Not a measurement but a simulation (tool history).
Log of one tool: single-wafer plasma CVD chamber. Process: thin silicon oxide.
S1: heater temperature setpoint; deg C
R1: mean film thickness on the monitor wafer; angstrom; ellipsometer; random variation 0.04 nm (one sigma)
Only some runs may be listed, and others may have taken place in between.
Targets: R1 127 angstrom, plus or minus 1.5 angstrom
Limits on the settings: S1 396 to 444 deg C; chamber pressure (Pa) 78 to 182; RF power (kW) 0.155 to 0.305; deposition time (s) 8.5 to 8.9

run 1 hour=0 | S1=420 chamber_pressure_(Pa)=130 RF_power_(kW)=0.23 deposition_time_(s)=8.9 | R1=178.29
run 2 hour=2.5 | S1=426 chamber_pressure_(Pa)=130 RF_power_(kW)=0.23 deposition_time_(s)=8.9 | R1=177.22
run 3 hour=5.7 | S1=426 chamber_pressure_(Pa)=120.3 RF_power_(kW)=0.23 deposition_time_(s)=8.9 | R1=163.16
run 4 hour=11 | S1=426 chamber_pressure_(Pa)=108.7 RF_power_(kW)=0.23 deposition_time_(s)=8.9 | R1=145.46
run 5 hour=18.9 | S1=427 chamber_pressure_(Pa)=106 RF_power_(kW)=0.23 deposition_time_(s)=8.9 | R1=140.98
run 6 hour=27.8 | S1=437 chamber_pressure_(Pa)=106 RF_power_(kW)=0.23 deposition_time_(s)=8.9 | R1=140.46
run 7 hour=29.2 | S1=437 chamber_pressure_(Pa)=103.9 RF_power_(kW)=0.23 deposition_time_(s)=8.9 | R1=136.14
run 8 hour=37.5 | S1=438 chamber_pressure_(Pa)=102.7 RF_power_(kW)=0.23 deposition_time_(s)=8.9 | R1=133.55
run 9 hour=38.9 | S1=439 chamber_pressure_(Pa)=101.9 RF_power_(kW)=0.23 deposition_time_(s)=8.9 | R1=133.06
run 10 hour=41.8 | S1=440 chamber_pressure_(Pa)=101.1 RF_power_(kW)=0.23 deposition_time_(s)=8.9 | R1=132.26
run 11 hour=43.6 | S1=440 chamber_pressure_(Pa)=100.3 RF_power_(kW)=0.23 deposition_time_(s)=8.9 | R1=129.61
run 12 hour=48 | S1=441 chamber_pressure_(Pa)=100 RF_power_(kW)=0.23 deposition_time_(s)=8.9 | R1=129.38
run 13 hour=53.2 | S1=441 chamber_pressure_(Pa)=100 RF_power_(kW)=0.23 deposition_time_(s)=8.9 | R1=128.85
run 14 hour=61.3 | S1=441 chamber_pressure_(Pa)=99.9 RF_power_(kW)=0.23 deposition_time_(s)=8.9 | R1=129.51
run 15 hour=67.3 | S1=441 chamber_pressure_(Pa)=99.6 RF_power_(kW)=0.23 deposition_time_(s)=8.9 | R1=128.75

Of the 5 settings listed for the next run, only one would bring every result within its allowed miss of target. Which one?
run A hour=73.3 | S1=444 chamber_pressure_(Pa)=102.5 RF_power_(kW)=0.22 deposition_time_(s)=8.9 | R1=?
run B hour=73.3 | S1=443 chamber_pressure_(Pa)=99.2 RF_power_(kW)=0.255 deposition_time_(s)=8.7 | R1=?
run C hour=73.3 | S1=436 chamber_pressure_(Pa)=96.7 RF_power_(kW)=0.25 deposition_time_(s)=8.8 | R1=?
run D hour=73.3 | S1=436 chamber_pressure_(Pa)=102.9 RF_power_(kW)=0.24 deposition_time_(s)=8.5 | R1=?
run E hour=73.3 | S1=435 chamber_pressure_(Pa)=101.1 RF_power_(kW)=0.245 deposition_time_(s)=8.6 | R1=?

move=A R1=130.74
move=B R1=130.82
move=C R1=127.01
move=D R1=131.29
move=E R1=130.9
A: further off than the last run
B: further off than the last run
C: all results in spec
D: further off than the last run
E: further off than the last run
The move that meets every target is C.
